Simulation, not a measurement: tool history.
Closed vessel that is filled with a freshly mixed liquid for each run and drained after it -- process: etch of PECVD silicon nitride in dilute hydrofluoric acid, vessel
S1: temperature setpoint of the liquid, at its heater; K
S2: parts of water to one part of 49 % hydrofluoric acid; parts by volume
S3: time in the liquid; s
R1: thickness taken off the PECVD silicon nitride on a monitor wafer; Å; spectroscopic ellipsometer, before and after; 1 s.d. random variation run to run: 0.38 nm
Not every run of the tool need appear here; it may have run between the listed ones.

run,hour,S1,S2,S3,R1
1,0,296.15,50,1710,541.74
2,4.6,296.15,50,1840,590.04
3,12.8,296.15,40,1840,733.3
4,21.7,295.15,40,1840,672.63
5,22.4,297.15,40,1840,782.28
6,27.9,300.65,40,1840,974.99

Run 7 is up next; what results do you expect?
7,28.6,300.65,40,1840,?

{"run 7": {"R1": 978.33}}
